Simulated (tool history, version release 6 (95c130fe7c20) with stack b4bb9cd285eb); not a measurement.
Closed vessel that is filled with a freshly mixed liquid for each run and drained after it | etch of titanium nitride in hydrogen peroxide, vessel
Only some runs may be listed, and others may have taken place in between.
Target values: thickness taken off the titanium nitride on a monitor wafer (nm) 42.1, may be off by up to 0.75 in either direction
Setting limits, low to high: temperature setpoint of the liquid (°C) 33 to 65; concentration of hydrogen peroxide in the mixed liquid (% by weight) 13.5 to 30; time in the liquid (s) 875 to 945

| run | day | temperature setpoint of the liquid (°C) | concentration of hydrogen peroxide in the mixed liquid (% by weight) | time in the liquid (s) | thickness taken off the titanium nitride on a monitor wafer (nm) |
|---|---|---|---|---|---|
| 1 | 0 | 49 | 25.5 | 875 | 64.563 |
| 2 | 0.208 | 48.5 | 25.5 | 875 | 62.179 |
| 3 | 0.4 | 48 | 25.5 | 875 | 60.174 |
| 4 | 0.558 | 48 | 29 | 875 | 61.599 |
| 5 | 0.796 | 53 | 29 | 875 | 88.113 |
| 6 | 0.833 | 55.5 | 29 | 875 | 105.3 |
| 7 | 0.917 | 54 | 29 | 875 | 95.495 |
| 8 | 1.242 | 52.5 | 29 | 875 | 85.431 |
| 9 | 1.438 | 52.5 | 29 | 875 | 85.943 |
| 10 | 1.729 | 51.5 | 29 | 875 | 79.959 |
| 11 | 1.942 | 50.5 | 29 | 875 | 74.142 |
| 12 | 2.271 | 49.5 | 29 | 875 | 68.96 |
| 13 | 2.458 | 48.5 | 29 | 875 | 63.715 |
| 14 | 2.712 | 48 | 29 | 875 | 61.365 |
| 15 | 3.029 | 47.5 | 29 | 875 | 59.455 |
| 16 | 3.358 | 47 | 29 | 875 | 57.244 |
| 17 | 3.438 | 47 | 29 | 875 | 57.445 |
| 18 | 3.683 | 46.5 | 29 | 875 | 55.398 |
| 19 | 3.717 | 46 | 29 | 875 | 52.669 |
| 20 | 3.796 | 45.5 | 29 | 875 | 51.133 |
| 21 | 3.933 | 42.5 | 29 | 875 | 40.955 |

Which single option among these 4 for the next run brings every result within its allowed miss of target? Just one does.
| A | 4.071 | 41.5 | 30 | 885 | ? |
| B | 4.071 | 42 | 29.5 | 875 | ? |
| C | 4.071 | 43 | 28.5 | 875 | ? |
| D | 4.071 | 42 | 27 | 920 | ? |

| move | thickness taken off the titanium nitride on a monitor wafer (nm) |
|---|---|
| A | 38.595 |
| B | 39.49 |
| C | 42.272 |
| D | 40.717 |
A: misses by more than the last run did
B: misses by more than the last run did
C: hits every target within its allowed miss
D: misses by more than the last run did
C meets every target.
